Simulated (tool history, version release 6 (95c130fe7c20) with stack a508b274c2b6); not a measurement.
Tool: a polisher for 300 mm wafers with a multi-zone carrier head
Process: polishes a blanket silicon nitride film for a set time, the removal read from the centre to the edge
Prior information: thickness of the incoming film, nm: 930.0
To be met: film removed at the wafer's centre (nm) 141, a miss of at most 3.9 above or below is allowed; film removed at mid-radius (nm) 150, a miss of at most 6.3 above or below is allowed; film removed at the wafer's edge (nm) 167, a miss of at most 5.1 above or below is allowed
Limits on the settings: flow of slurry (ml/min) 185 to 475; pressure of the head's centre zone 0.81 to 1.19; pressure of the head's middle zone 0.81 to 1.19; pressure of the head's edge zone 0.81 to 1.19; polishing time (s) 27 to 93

run    day  flow of slurry (ml/min)  pressure of the head's centre zone  pressure of the head's middle zone  pressure of the head's edge zone  polishing time (s)  film removed at the wafer's centre (nm)  film removed at mid-radius (nm)  film removed at the wafer's edge (nm)
  1      0                      305                                   1                                   1                                 1                  59                                   132.34                           136.83                                  133.3
  2   0.25                      340                                   1                                   1                                 1                  59                                   134.28                           133.83                                 131.98
  3  0.329                      340                                   1                                0.96                                 1                  59                                   135.46                           130.21                                 134.39
  4  0.504                      340                                   1                                0.91                                 1                  59                                   136.25                           128.73                                 136.14
  5  0.617                      340                                   1                                0.91                              0.95                  59                                   135.51                           123.61                                 128.24
  6  0.967                      340                                   1                                0.85                              0.95                  59                                   133.72                           118.01                                 129.06
  7  1.238                      340                                0.99                                0.87                                 1                  60                                   135.65                            123.3                                 136.96
  8  1.479                      340                                0.99                                0.87                                 1                  60                                   134.19                           124.45                                 135.64
  9  1.783                      340                                0.99                                0.88                              1.04                  61                                    140.4                           124.38                                 141.08
 10  1.992                      330                                0.97                                 0.9                              1.06                  63                                      141                           133.97                                 146.32
 11  2.358                      325                                0.95                                 0.9                              1.09                  64                                   135.41                           136.06                                 153.03
 12  2.425                      330                                0.95                                0.92                              1.11                  64                                   138.32                           137.47                                 152.39

Which of these 4 next moves meets every target?
  A  2.492                      350                                0.89                                0.92                              1.12                  70                                        ?                                ?                                      ?
  B  2.492                      280                                0.88                                1.01                              1.11                  71                                        ?                                ?                                      ?
  C  2.492                      415                                0.93                                   1                              0.89                  63                                        ?                                ?                                      ?
  D  2.492                      245                                0.99                                1.04                              0.97                  64                                        ?                                ?                                      ?

move  film removed at the wafer's centre (nm)  film removed at mid-radius (nm)  film removed at the wafer's edge (nm)
   A                                   141.66                           151.55                                 169.03
   B                                   139.68                           162.44                                 168.41
   C                                   134.94                           146.92                                 137.17
   D                                   140.21                           148.18                                 140.91
A: in spec on every target
B: meets the target for the result that was furthest off, but another lies outside its allowed miss
C: misses by more than the last run did
D: misses by more than the last run did
Move A is the one to make.
